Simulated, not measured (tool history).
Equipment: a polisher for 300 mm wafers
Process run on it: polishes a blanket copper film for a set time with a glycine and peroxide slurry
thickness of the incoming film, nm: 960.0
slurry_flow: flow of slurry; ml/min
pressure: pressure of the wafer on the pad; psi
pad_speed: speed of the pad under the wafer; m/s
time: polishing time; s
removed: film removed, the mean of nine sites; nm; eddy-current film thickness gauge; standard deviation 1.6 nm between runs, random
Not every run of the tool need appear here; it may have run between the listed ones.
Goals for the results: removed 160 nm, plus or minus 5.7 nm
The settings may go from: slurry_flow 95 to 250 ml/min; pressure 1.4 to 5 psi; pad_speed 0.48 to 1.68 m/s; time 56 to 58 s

run,hour,slurry_flow,pressure,pad_speed,time,removed
1,0,160,3.2,1.08,56,339.05
2,0.9,180,3.2,1.08,56,343.88
3,9.5,180,3,1.04,56,317.61
4,12.6,180,3,1.04,58,327.37
5,13.4,180,2.8,1,58,307.46
6,19.4,180,2.1,1,58,249.81
7,20.6,180,2,0.96,58,235.65
8,25.3,180,1.9,0.92,58,216.19
9,32.9,180,1.8,0.9,58,207.84
10,36.2,180,1.8,0.88,58,205.89
11,45.1,180,1.8,0.86,58,201.24
12,50.8,180,1.8,0.84,58,197.14
13,59.8,170,1.6,0.8,58,172.99
14,64.6,165,1.6,0.8,58,172.15
15,71.5,160,1.6,0.8,58,172.36
16,77.8,155,1.6,0.8,58,172.56

4 next moves are on the table. One of them brings every result within its allowed miss. Which?
A,84.1,155,1.8,0.72,58,?
B,84.1,135,1.4,0.88,56,?
C,84.1,140,1.4,0.76,56,?
D,84.1,100,2,0.78,58,?

move,removed
A,173.29
B,163.12
C,148.18
D,176.29
A: moves away from the targets compared with the last run
B: all results in spec
C: carries the result that was furthest off beyond its target, to the other side
D: moves away from the targets compared with the last run
B meets every target.

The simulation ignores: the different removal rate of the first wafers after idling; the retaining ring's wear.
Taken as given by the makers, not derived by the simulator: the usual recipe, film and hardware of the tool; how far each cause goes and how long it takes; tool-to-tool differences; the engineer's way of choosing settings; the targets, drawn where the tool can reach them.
